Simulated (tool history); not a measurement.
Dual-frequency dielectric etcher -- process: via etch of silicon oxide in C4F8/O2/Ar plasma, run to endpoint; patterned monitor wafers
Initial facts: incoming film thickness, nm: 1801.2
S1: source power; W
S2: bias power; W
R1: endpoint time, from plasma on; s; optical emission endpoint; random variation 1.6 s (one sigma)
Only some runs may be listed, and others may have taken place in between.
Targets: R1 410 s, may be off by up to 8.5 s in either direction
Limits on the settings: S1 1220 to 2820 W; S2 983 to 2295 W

Run 1, hour 0: S1 2020 W, S2 1639 W. Result: R1 351.74 s.
Run 2, hour 1: S1 2020 W, S2 1525 W. Result: R1 365.7 s.
Run 3, hour 6.4: S1 1950 W, S2 1514 W. Result: R1 372.8 s.
Run 4, hour 13.6: S1 2160 W, S2 1514 W. Result: R1 349.95 s.
Run 5, hour 21.4: S1 2080 W, S2 1505 W. Result: R1 360.4 s.
Run 6, hour 25.6: S1 2010 W, S2 1497 W. Result: R1 368.24 s.
Run 7, hour 28.4: S1 1960 W, S2 1491 W. Result: R1 377.98 s.
Run 8, hour 32.4: S1 1610 W, S2 1435 W. Result: R1 436.15 s.
Run 9, hour 40.5: S1 1630 W, S2 1437 W. Result: R1 433.04 s.
Run 10, hour 43.3: S1 1630 W, S2 1437 W. Result: R1 434.91 s.
Run 11, hour 47.9: S1 1650 W, S2 1439 W. Result: R1 431.16 s.
Run 12, hour 49.1: S1 1670 W, S2 1440 W. Result: R1 423.59 s.
Run 13, hour 49.9: S1 1680 W, S2 1441 W. Result: R1 424.19 s.
Run 14, hour 55.6: S1 1690 W, S2 1442 W. Result: R1 423.38 s.
Run 15, hour 60.8: S1 1850 W, S2 1476 W. Result: R1 389.29 s.
Run 16, hour 69.5: S1 1830 W, S2 1474 W. Result: R1 395.08 s.
Run 17, hour 77.7: S1 1820 W, S2 1473 W. Result: R1 398.4 s.
Run 18, hour 80.5: S1 1810 W, S2 1472 W. Result: R1 395.2 s.
Run 19, hour 81.6: S1 1800 W, S2 1471 W. Result: R1 399.55 s.

Which one of the following 5 next-run settings gets every result inside its allowed miss? There is exactly one.
Run A, hour 82.7: S1 1580 W, S2 1530 W. Result: R1 ?.
Run B, hour 82.7: S1 1730 W, S2 1504 W. Result: R1 ?.
Run C, hour 82.7: S1 1640 W, S2 1379 W. Result: R1 ?.
Run D, hour 82.7: S1 1920 W, S2 1507 W. Result: R1 ?.
Run E, hour 82.7: S1 1970 W, S2 1391 W. Result: R1 ?.

move      R1
   A   429.1
   B   404.4
   C  437.84
   D  375.99
   E   383.3
A: the result that was furthest off in the last run now lies on the other side of its target
B: every result lands within tolerance
C: the result that was furthest off in the last run now lies on the other side of its target
D: further off than the last run
E: further off than the last run
The move that meets every target is B.

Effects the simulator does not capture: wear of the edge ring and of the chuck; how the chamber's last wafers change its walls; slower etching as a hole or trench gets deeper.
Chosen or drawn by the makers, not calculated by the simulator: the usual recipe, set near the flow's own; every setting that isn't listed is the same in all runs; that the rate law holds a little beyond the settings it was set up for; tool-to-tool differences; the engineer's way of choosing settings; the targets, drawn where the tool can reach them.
